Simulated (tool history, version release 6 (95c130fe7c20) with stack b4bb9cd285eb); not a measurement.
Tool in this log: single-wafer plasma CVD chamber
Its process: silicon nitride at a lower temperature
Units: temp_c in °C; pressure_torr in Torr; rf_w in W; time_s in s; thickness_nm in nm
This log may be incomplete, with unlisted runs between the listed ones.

run 1 day=0.000 | temp_c=345 pressure_torr=1.60 rf_w=380 time_s=30.9 | thickness_nm=38.564
run 2 day=0.179 | temp_c=345 pressure_torr=1.67 rf_w=385 time_s=30.9 | thickness_nm=39.666
run 3 day=0.500 | temp_c=345 pressure_torr=1.72 rf_w=385 time_s=30.9 | thickness_nm=39.971
run 4 day=0.754 | temp_c=345 pressure_torr=1.72 rf_w=385 time_s=29.5 | thickness_nm=38.065
run 5 day=0.788 | temp_c=345 pressure_torr=1.72 rf_w=415 time_s=29.5 | thickness_nm=39.655
run 6 day=1.117 | temp_c=345 pressure_torr=1.78 rf_w=415 time_s=29.5 | thickness_nm=40.249
run 7 day=1.462 | temp_c=345 pressure_torr=1.83 rf_w=415 time_s=29.5 | thickness_nm=40.719
run 8 day=1.829 | temp_c=345 pressure_torr=1.83 rf_w=415 time_s=29.5 | thickness_nm=40.688
run 9 day=1.954 | temp_c=345 pressure_torr=1.87 rf_w=415 time_s=29.5 | thickness_nm=41.016

Estimate the outcome of run 10 from the log above:
run 10 day=2.017 | temp_c=345 pressure_torr=1.91 rf_w=415 time_s=29.5 | thickness_nm=?

Run 10 came out at thickness_nm 41.247 nm.
